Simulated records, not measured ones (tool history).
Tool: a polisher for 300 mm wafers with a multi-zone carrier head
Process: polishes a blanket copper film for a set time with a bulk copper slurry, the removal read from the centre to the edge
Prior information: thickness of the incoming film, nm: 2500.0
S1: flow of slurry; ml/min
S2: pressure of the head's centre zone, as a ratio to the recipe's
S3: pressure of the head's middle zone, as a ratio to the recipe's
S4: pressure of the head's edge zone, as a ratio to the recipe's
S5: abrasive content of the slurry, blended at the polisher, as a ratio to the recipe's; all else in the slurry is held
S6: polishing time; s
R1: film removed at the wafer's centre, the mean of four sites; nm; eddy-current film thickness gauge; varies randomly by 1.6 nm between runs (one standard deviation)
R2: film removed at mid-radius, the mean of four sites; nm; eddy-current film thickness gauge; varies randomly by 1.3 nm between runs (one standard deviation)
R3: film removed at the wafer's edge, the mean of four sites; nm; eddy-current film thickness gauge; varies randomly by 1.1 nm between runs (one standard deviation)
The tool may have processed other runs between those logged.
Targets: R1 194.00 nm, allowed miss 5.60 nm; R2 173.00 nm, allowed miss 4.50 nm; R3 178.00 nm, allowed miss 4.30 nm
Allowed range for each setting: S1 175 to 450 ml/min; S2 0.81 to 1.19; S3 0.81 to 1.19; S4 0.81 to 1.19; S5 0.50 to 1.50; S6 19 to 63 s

{"run": 1, "day": 0.0, "S1": 290, "S2": 1.0, "S3": 1.0, "S4": 1.0, "S5": 1.0, "S6": 41, "R1": 284.38, "R2": 298.59, "R3": 295.64}
{"run": 2, "day": 0.304, "S1": 290, "S2": 1.0, "S3": 1.0, "S4": 1.0, "S5": 0.9, "S6": 41, "R1": 279.66, "R2": 292.68, "R3": 292.74}
{"run": 3, "day": 0.638, "S1": 290, "S2": 1.01, "S3": 0.99, "S4": 0.98, "S5": 0.85, "S6": 39, "R1": 266.0, "R2": 275.27, "R3": 272.68}
{"run": 4, "day": 0.892, "S1": 290, "S2": 1.06, "S3": 0.99, "S4": 0.98, "S5": 0.85, "S6": 39, "R1": 274.75, "R2": 273.18, "R3": 269.99}
{"run": 5, "day": 0.917, "S1": 285, "S2": 1.06, "S3": 0.97, "S4": 0.96, "S5": 0.8, "S6": 37, "R1": 258.75, "R2": 250.73, "R3": 250.78}
{"run": 6, "day": 1.079, "S1": 280, "S2": 1.06, "S3": 0.96, "S4": 0.94, "S5": 0.75, "S6": 36, "R1": 252.52, "R2": 243.33, "R3": 243.26}
{"run": 7, "day": 1.396, "S1": 280, "S2": 1.06, "S3": 0.95, "S4": 0.93, "S5": 0.7, "S6": 35, "R1": 238.43, "R2": 230.25, "R3": 229.71}
{"run": 8, "day": 1.433, "S1": 280, "S2": 1.06, "S3": 0.94, "S4": 0.92, "S5": 0.65, "S6": 34, "R1": 230.43, "R2": 218.87, "R3": 221.51}
{"run": 9, "day": 1.75, "S1": 280, "S2": 1.06, "S3": 0.93, "S4": 0.91, "S5": 0.65, "S6": 33, "R1": 220.76, "R2": 211.89, "R3": 210.57}
{"run": 10, "day": 1.862, "S1": 280, "S2": 1.06, "S3": 0.91, "S4": 0.9, "S5": 0.65, "S6": 33, "R1": 219.97, "R2": 209.88, "R3": 211.63}

Consider the 5 candidate settings below. Which is the only one whose results all fall within their allowed miss of target?
{"run": "A", "day": 1.975, "S1": 315, "S2": 1.18, "S3": 0.87, "S4": 0.86, "S5": 0.65, "S6": 27, "R1": "?", "R2": "?", "R3": "?"}
{"run": "B", "day": 1.975, "S1": 265, "S2": 1.12, "S3": 0.92, "S4": 0.92, "S5": 0.55, "S6": 28, "R1": "?", "R2": "?", "R3": "?"}
{"run": "C", "day": 1.975, "S1": 210, "S2": 0.82, "S3": 1.07, "S4": 0.83, "S5": 0.55, "S6": 42, "R1": "?", "R2": "?", "R3": "?"}
{"run": "D", "day": 1.975, "S1": 300, "S2": 1.12, "S3": 0.98, "S4": 0.88, "S5": 0.7, "S6": 35, "R1": "?", "R2": "?", "R3": "?"}
{"run": "E", "day": 1.975, "S1": 290, "S2": 0.84, "S3": 1.12, "S4": 0.81, "S5": 1.0, "S6": 30, "R1": "?", "R2": "?", "R3": "?"}

move=A R1=199.91 R2=165.47 R3=171.14
move=B R1=190.53 R2=172.55 R3=176.23
move=C R1=218.53 R2=287.08 R3=247.12
move=D R1=250.40 R2=238.69 R3=225.72
move=E R1=181.82 R2=242.90 R3=197.16
A: takes the result that was furthest off past its target
B: every result lands within tolerance
C: further off than the last run
D: further off than the last run
E: further off than the last run
The right move is B.
